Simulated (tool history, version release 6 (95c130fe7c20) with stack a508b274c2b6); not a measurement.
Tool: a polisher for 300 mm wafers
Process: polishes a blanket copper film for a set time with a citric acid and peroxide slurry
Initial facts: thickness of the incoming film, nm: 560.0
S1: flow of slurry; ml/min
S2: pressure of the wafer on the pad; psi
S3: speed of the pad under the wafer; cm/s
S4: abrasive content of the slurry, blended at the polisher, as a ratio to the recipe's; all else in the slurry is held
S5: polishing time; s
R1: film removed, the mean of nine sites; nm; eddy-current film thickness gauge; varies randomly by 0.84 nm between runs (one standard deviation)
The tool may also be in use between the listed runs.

run,hour,S1,S2,S3,S4,S5,R1
1,0.0,300,2.3,112,1.0,41,69.362
2,7.0,300,2.6,112,1.0,41,78.789
3,13.4,300,2.8,112,1.0,41,85.813
4,17.7,225,2.8,112,1.0,41,82.604
5,25.4,180,2.8,112,1.0,41,80.501
6,33.9,180,2.5,112,1.0,41,73.189
7,42.4,180,2.8,112,1.0,41,82.213
8,44.8,180,3.0,112,1.0,41,88.086
9,45.5,185,3.1,112,1.0,41,90.858
10,48.7,190,3.2,112,1.0,41,93.189

Run 11 is up next; what results do you expect?
11,52.9,195,3.3,112,1.0,41,?

R1: 96.707 nm
